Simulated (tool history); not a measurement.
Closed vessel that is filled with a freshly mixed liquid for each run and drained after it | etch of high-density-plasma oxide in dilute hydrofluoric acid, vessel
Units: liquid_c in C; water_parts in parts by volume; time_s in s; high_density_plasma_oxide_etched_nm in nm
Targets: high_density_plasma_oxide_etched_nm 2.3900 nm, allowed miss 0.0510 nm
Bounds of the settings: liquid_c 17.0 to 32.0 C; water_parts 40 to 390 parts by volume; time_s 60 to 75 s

run    day  liquid_c  water_parts  time_s  high_density_plasma_oxide_etched_nm
  1  0.000      24.0          215      75                               2.6576
  2  0.075      23.0          215      75                               2.5896
  3  0.404      20.0          215      75                               2.2993
  4  0.533      23.0          215      75                               2.5726
  5  0.858      22.5          215      75                               2.5321
  6  1.038      22.5          215      75                               2.5006
  7  1.288      22.5          215      75                               2.5302
  8  1.325      22.0          215      75                               2.4918

5 next moves are on the table. One of them brings every result within its allowed miss. Which?
  A  1.362      22.0          210      70                                    ?
  B  1.362      22.0          200      70                                    ?
  C  1.362      25.0          235      75                                    ?
  D  1.362      17.0          170      70                                    ?
  E  1.362      21.0          205      75                                    ?

move  high_density_plasma_oxide_etched_nm
   A                               2.3638
   B                               2.5075
   C                               2.4614
   D                               2.4982
   E                               2.5107
A: meets every target
B: further off than the last run
C: nearer than the last run, and not there yet
D: further off than the last run
E: further off than the last run
Answer: A

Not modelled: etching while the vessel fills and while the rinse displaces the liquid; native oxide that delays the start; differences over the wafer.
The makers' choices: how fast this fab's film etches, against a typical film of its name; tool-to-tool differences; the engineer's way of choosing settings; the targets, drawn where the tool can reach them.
